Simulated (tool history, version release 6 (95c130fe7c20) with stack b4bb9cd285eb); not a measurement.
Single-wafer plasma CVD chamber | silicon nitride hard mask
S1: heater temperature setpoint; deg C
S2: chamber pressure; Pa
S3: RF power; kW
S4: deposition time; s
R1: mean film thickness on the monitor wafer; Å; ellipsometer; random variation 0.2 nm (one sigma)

run	hour	S1	S2	S3	S4	R1
1	0.0	410	260	0.240	40.8	407.81
2	6.9	410	260	0.240	38.9	386.78
3	10.4	410	252	0.235	38.9	379.64
4	14.3	410	288	0.235	38.9	389.73
5	23.2	420	288	0.235	38.9	390.28
6	27.6	420	288	0.255	38.9	407.86
7	33.4	420	277	0.245	38.9	393.78
# hour 37.1: RF generator calibrated
8	37.1	420	268	0.240	38.9	400.74
9	45.4	418	271	0.230	38.9	394.61
10	46.5	418	271	0.230	38.9	395.29
11	49.2	418	271	0.230	38.9	395.86
12	56.9	413	264	0.220	38.9	380.85
13	62.8	412	260	0.215	38.9	380.01

The next listed run, before its measurement:
14	65.2	412	260	0.215	38.9	?

R1: 377.98 Å
